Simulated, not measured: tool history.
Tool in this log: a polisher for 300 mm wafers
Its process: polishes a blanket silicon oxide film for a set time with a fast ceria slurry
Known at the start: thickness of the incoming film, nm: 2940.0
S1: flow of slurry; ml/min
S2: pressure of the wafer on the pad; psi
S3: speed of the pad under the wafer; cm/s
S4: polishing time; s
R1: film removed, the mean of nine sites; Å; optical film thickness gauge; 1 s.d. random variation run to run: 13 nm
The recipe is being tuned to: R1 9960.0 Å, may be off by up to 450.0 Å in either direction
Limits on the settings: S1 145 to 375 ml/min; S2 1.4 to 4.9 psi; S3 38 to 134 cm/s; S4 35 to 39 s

run 1 day=0.000 | S1=240 S2=3.1 S3=86 S4=39 | R1=5791.6
run 2 day=0.258 | S1=240 S2=3.1 S3=108 S4=39 | R1=6822.9
run 3 day=0.442 | S1=240 S2=2.4 S3=108 S4=39 | R1=5350.5
run 4 day=0.692 | S1=240 S2=2.9 S3=110 S4=39 | R1=6260.9
run 5 day=0.725 | S1=240 S2=2.9 S3=110 S4=35 | R1=5781.9
run 6 day=0.962 | S1=240 S2=2.9 S3=110 S4=35 | R1=5717.3
-- day=1.200 slurry nozzle cleaned
run 7 day=1.200 | S1=240 S2=3.4 S3=112 S4=35 | R1=7094.1
run 8 day=1.288 | S1=240 S2=3.7 S3=112 S4=35 | R1=7767.1
run 9 day=1.633 | S1=240 S2=3.9 S3=112 S4=35 | R1=8179.5
run 10 day=1.808 | S1=240 S2=4.1 S3=112 S4=35 | R1=8543.5
run 11 day=1.938 | S1=240 S2=4.3 S3=112 S4=35 | R1=8895.2

Exactly one of the 4 candidate moves below puts every result within its allowed miss. Which one?
run A day=2.067 | S1=245 S2=4.5 S3=118 S4=36 | R1=?
run B day=2.067 | S1=275 S2=4.5 S3=128 S4=38 | R1=?
run C day=2.067 | S1=235 S2=4.8 S3=126 S4=38 | R1=?
run D day=2.067 | S1=260 S2=4.9 S3=108 S4=38 | R1=?

move=A R1=10075.0
move=B R1=11387.0
move=C R1=11773.0
move=D R1=10960.0
A: every result lands within tolerance
B: carries the result that was furthest off beyond its target, to the other side
C: carries the result that was furthest off beyond its target, to the other side
D: carries the result that was furthest off beyond its target, to the other side
A meets every target.

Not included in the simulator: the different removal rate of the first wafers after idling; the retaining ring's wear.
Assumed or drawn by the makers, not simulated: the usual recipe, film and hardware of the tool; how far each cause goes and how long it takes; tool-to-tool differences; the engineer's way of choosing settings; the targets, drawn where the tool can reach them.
